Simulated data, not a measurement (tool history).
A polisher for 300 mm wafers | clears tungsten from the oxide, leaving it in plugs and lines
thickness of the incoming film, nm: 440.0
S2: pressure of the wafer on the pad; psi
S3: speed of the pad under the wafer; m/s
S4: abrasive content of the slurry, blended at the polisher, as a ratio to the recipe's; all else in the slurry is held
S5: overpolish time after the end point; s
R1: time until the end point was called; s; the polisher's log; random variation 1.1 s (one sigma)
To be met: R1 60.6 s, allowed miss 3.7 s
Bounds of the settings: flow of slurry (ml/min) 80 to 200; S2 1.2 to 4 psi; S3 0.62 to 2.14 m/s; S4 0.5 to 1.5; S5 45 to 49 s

run 1 hour=0 | flow_of_slurry_(ml/min)=130 S2=2.6 S3=1.38 S4=1 S5=45 | R1=86.5
run 2 hour=6.5 | flow_of_slurry_(ml/min)=130 S2=2.6 S3=1.38 S4=0.9 S5=45 | R1=89.038
run 3 hour=9 | flow_of_slurry_(ml/min)=130 S2=2.6 S3=1.38 S4=0.9 S5=49 | R1=87.013
run 4 hour=16.1 | flow_of_slurry_(ml/min)=130 S2=2.6 S3=1.64 S4=0.9 S5=49 | R1=80.334
run 5 hour=20.6 | flow_of_slurry_(ml/min)=130 S2=2.6 S3=1.64 S4=0.9 S5=45 | R1=77.481
run 6 hour=26.8 | flow_of_slurry_(ml/min)=130 S2=2.6 S3=1.38 S4=0.9 S5=45 | R1=92.982
run 7 hour=34.5 | flow_of_slurry_(ml/min)=130 S2=2.6 S3=1.38 S4=0.9 S5=45 | R1=91.082
run 8 hour=35.8 | flow_of_slurry_(ml/min)=130 S2=2.6 S3=1.38 S4=0.9 S5=45 | R1=89.201
run 9 hour=36.9 | flow_of_slurry_(ml/min)=130 S2=2.9 S3=1.4 S4=0.9 S5=45 | R1=83.112
run 10 hour=38.8 | flow_of_slurry_(ml/min)=130 S2=3.2 S3=1.44 S4=0.9 S5=45 | R1=71.368
run 11 hour=43.8 | flow_of_slurry_(ml/min)=130 S2=3.3 S3=1.46 S4=0.9 S5=45 | R1=70.737
run 12 hour=48.8 | flow_of_slurry_(ml/min)=130 S2=3.4 S3=1.48 S4=0.9 S5=45 | R1=65.979

5 next moves are on the table. One of them brings every result within its allowed miss. Which?
run A hour=53.8 | flow_of_slurry_(ml/min)=130 S2=3.2 S3=1.34 S4=0.9 S5=49 | R1=?
run B hour=53.8 | flow_of_slurry_(ml/min)=120 S2=3.5 S3=1.3 S4=0.75 S5=46 | R1=?
run C hour=53.8 | flow_of_slurry_(ml/min)=100 S2=3.5 S3=1.46 S4=0.75 S5=45 | R1=?
run D hour=53.8 | flow_of_slurry_(ml/min)=110 S2=3 S3=1.94 S4=0.95 S5=45 | R1=?
run E hour=53.8 | flow_of_slurry_(ml/min)=120 S2=3.8 S3=1.16 S4=1.15 S5=45 | R1=?

move=A R1=74.176
move=B R1=73.923
move=C R1=70.927
move=D R1=61.539
move=E R1=66.075
A: further off than the last run
B: further off than the last run
C: further off than the last run
D: meets every target
E: as far off as the last run
Move D is the one to make.

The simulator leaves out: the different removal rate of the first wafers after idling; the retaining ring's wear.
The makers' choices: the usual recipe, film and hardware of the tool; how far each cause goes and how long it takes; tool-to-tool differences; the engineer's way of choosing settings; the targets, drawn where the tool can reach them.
